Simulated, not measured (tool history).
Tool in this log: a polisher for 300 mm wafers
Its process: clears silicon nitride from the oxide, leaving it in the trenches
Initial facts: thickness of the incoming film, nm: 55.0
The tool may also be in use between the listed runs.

run  hour  flow of slurry (ml/min)  pressure of the wafer on the pad (kPa)  speed of the pad under the wafer (m/s)  overpolish time after the end point (s)  time until the end point was called (s)
  1     0                      310                                    11.7                                    0.98                                       18                                   115.94
  2   7.3                      310                                    14.5                                    0.98                                       18                                   101.35
  3   9.4                      355                                    14.5                                    0.98                                       18                                   100.64
  4  16.7                      355                                    13.8                                    0.96                                       18                                   105.57
  5  21.2                      355                                    13.8                                    0.96                                       18                                   104.01
     22.9  -- worn pad replaced by a new one
  6  22.9                      355                                    13.1                                    0.94                                       18                                   102.66

Predict the results of run 7:
  7  25.8                      335                                    12.4                                     0.9                                       18                                        ?

{"run 7": {"time until the end point was called (s)": 110}}
